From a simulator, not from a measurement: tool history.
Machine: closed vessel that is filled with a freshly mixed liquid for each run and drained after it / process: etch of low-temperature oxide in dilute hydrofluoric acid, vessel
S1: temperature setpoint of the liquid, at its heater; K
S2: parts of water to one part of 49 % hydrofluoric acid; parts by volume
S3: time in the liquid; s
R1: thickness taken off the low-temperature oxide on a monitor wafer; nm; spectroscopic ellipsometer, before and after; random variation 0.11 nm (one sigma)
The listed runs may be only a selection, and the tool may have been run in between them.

run	hour	S1	S2	S3	R1
1	0	296.15	165	150	9.6099
2	7.5	294.15	165	150	8.8668
3	16.8	295.15	160	150	9.5871
4	23.9	295.15	160	150	9.6251
5	33.3	297.65	160	150	10.43
6	37.3	300.65	160	150	11.862

The next listed run, before its measurement:
7	43.7	301.15	160	150	?

{"run 7": {"R1": 11.995}}
